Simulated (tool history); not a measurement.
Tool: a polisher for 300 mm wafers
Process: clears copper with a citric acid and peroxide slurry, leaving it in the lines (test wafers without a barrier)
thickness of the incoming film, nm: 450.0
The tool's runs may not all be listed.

run	day	flow of slurry (ml/min)	pressure of the wafer on the pad (kPa)	speed of the pad under the wafer (m/s)	abrasive content of the slurry	overpolish time after the end point (s)	time until the end point was called (s)	dishing of a wide line in a test structure (angstrom)
1	0	265	18.6	1.38	1	22	160.45	467.5
2	0.208	265	18.6	1.38	1.15	22	156.11	442.13
3	0.358	265	17.9	1.42	1.2	19	157.2	399.46
4	0.508	265	17.9	1.42	1.2	16	152.72	347.84
5	0.833	265	17.9	1.58	1.2	16	138.39	394.64
6	1.083	300	17.9	1.58	1.2	16	138.47	403.97
7	1.388	270	17.9	1.5	1.25	14	141.94	339.83

Forecast run 8:
8	1.575	245	17.9	1.42	1.3	13	?	?

time until the end point was called (s): 149.76
dishing of a wide line in a test structure (angstrom): 301.6

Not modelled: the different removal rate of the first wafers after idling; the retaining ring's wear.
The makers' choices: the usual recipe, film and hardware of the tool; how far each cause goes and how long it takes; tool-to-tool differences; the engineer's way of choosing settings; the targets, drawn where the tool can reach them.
